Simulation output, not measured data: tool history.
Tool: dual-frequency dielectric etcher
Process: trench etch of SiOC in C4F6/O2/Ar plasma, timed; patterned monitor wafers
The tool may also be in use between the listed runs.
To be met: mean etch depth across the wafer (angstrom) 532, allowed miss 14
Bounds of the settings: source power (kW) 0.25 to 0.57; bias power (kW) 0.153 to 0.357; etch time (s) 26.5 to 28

run,hour,source power (kW),bias power (kW),etch time (s),mean etch depth across the wafer (angstrom)
1,0,0.41,0.255,26.5,602.07
2,4.5,0.34,0.255,26.5,556.51
3,8.8,0.34,0.255,28,587.25
4,17,0.33,0.252,28,573
5,20,0.38,0.252,28,614.93
6,22.7,0.33,0.252,28,576.97
7,23.3,0.32,0.25,28,565.6
8,31.9,0.31,0.249,28,559.45
9,34.8,0.3,0.248,28,546.89

4 next moves are on the table. One of them brings every result within its allowed miss. Which?
A,37.7,0.28,0.278,27.5,?
B,37.7,0.32,0.263,28,?
C,37.7,0.3,0.269,28,?
D,37.7,0.32,0.256,28,?

move,mean etch depth across the wafer (angstrom)
A,531.35
B,570.4
C,555.47
D,565.8
A: meets every target
B: further off than the last run
C: further off than the last run
D: further off than the last run
Answer: A

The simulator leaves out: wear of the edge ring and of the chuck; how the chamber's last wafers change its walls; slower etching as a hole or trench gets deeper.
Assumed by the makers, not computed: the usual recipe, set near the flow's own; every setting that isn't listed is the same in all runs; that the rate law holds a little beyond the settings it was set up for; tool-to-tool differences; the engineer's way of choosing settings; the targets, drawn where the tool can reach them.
